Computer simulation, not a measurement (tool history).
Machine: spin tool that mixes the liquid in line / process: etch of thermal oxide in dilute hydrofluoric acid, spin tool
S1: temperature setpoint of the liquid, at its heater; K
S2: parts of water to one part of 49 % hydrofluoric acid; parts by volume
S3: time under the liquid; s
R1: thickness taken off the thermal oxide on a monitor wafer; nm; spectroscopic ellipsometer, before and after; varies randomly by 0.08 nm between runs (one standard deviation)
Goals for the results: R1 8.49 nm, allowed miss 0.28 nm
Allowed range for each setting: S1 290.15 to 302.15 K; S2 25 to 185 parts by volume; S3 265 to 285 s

run 1 hour=0 | S1=294.15 S2=105 S3=265 | R1=9.9702
run 2 hour=4.4 | S1=296.65 S2=105 S3=265 | R1=10.824
run 3 hour=9.3 | S1=295.65 S2=105 S3=265 | R1=10.465
run 4 hour=18 | S1=295.65 S2=105 S3=265 | R1=10.492
run 5 hour=25.3 | S1=295.65 S2=135 S3=265 | R1=7.7526
run 6 hour=32.8 | S1=296.15 S2=135 S3=265 | R1=7.9796
-- hour=34.7 hydrofluoric acid flow meter replaced
run 7 hour=34.7 | S1=296.65 S2=135 S3=265 | R1=9.1305
run 8 hour=39.5 | S1=296.15 S2=135 S3=265 | R1=8.9756
run 9 hour=47.5 | S1=295.65 S2=135 S3=265 | R1=8.9454

Exactly one of the 5 candidate moves below puts every result within its allowed miss. Which one?
run A hour=55.5 | S1=296.65 S2=135 S3=265 | R1=?
run B hour=55.5 | S1=294.65 S2=140 S3=275 | R1=?
run C hour=55.5 | S1=295.65 S2=140 S3=280 | R1=?
run D hour=55.5 | S1=297.15 S2=145 S3=275 | R1=?
run E hour=55.5 | S1=297.65 S2=150 S3=285 | R1=?

move=A R1=9.1462
move=B R1=8.4159
move=C R1=8.9121
move=D R1=8.9058
move=E R1=9.0417
A: its largest miss is bigger than the last run's
B: every result lands within tolerance
C: nearer the targets than the last run, but a result is still out of spec
D: nearer the targets than the last run, but a result is still out of spec
E: its largest miss is bigger than the last run's
The move that meets every target is B.
